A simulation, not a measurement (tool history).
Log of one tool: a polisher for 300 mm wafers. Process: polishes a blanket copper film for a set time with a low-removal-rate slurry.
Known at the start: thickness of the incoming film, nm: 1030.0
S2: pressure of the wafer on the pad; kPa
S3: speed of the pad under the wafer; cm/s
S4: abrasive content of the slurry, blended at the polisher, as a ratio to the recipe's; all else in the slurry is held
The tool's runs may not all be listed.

Run 1, hour 0: flow of slurry (ml/min) 135, S2 22.8 kPa, S3 100 cm/s, S4 1, polishing time (s) 86. Result: film removed (Å) 2719.9.
Run 2, hour 1.5: flow of slurry (ml/min) 150, S2 22.8 kPa, S3 100 cm/s, S4 1, polishing time (s) 86. Result: film removed (Å) 2794.2.
Run 3, hour 3.8: flow of slurry (ml/min) 150, S2 27.6 kPa, S3 100 cm/s, S4 1, polishing time (s) 86. Result: film removed (Å) 3356.4.
Run 4, hour 6.6: flow of slurry (ml/min) 150, S2 27.6 kPa, S3 86 cm/s, S4 1, polishing time (s) 86. Result: film removed (Å) 2861.1.
Run 5, hour 13.5: flow of slurry (ml/min) 155, S2 29.6 kPa, S3 86 cm/s, S4 1, polishing time (s) 86. Result: film removed (Å) 3080.7.
Run 6, hour 15.9: flow of slurry (ml/min) 155, S2 26.2 kPa, S3 86 cm/s, S4 1, polishing time (s) 86. Result: film removed (Å) 2764.6.
At hour 20.3: slurry nozzle cleaned.
Run 7, hour 20.3: flow of slurry (ml/min) 155, S2 26.2 kPa, S3 86 cm/s, S4 1, polishing time (s) 86. Result: film removed (Å) 2960.8.
Run 8, hour 28: flow of slurry (ml/min) 165, S2 27.6 kPa, S3 86 cm/s, S4 1, polishing time (s) 86. Result: film removed (Å) 3129.
Run 9, hour 33.1: flow of slurry (ml/min) 175, S2 28.3 kPa, S3 86 cm/s, S4 1, polishing time (s) 86. Result: film removed (Å) 3168.9.
Run 10, hour 41.6: flow of slurry (ml/min) 180, S2 29.6 kPa, S3 86 cm/s, S4 1, polishing time (s) 86. Result: film removed (Å) 3343.8.
Run 11, hour 47.9: flow of slurry (ml/min) 185, S2 31 kPa, S3 86 cm/s, S4 1, polishing time (s) 86. Result: film removed (Å) 3498.3.

Run 12 comes next. What will it give?
Run 12, hour 50.1: flow of slurry (ml/min) 190, S2 32.4 kPa, S3 86 cm/s, S4 1, polishing time (s) 86. Result: film removed (Å) ?.

{"run 12": {"film removed (Å)": 3655.1}}
